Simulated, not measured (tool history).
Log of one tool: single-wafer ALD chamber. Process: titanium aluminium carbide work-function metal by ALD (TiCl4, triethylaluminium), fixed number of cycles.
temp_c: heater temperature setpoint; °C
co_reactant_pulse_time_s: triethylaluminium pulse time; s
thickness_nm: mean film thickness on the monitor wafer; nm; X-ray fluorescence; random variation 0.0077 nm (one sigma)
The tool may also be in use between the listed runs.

| run | day | temp_c | co_reactant_pulse_time_s | thickness_nm |
|---|---|---|---|---|
| 1 | 0.000 | 285 | 8.99 | 1.9587 |
| 2 | 0.262 | 281 | 8.12 | 1.8972 |
| 3 | 0.438 | 281 | 7.16 | 1.8382 |
| 4 | 0.771 | 281 | 8.36 | 1.8991 |
| 5 | 0.875 | 278 | 7.58 | 1.8405 |
| 6 | 0.996 | 275 | 6.92 | 1.7836 |
| 7 | 1.283 | 273 | 6.36 | 1.7048 |
| 8 | 1.325 | 271 | 6.01 | 1.6627 |
| 9 | 1.596 | 270 | 5.74 | 1.6212 |

The next listed run, before its measurement:
| 10 | 1.629 | 269 | 5.60 | ? |

{"run 10": {"thickness_nm": 1.6033}}
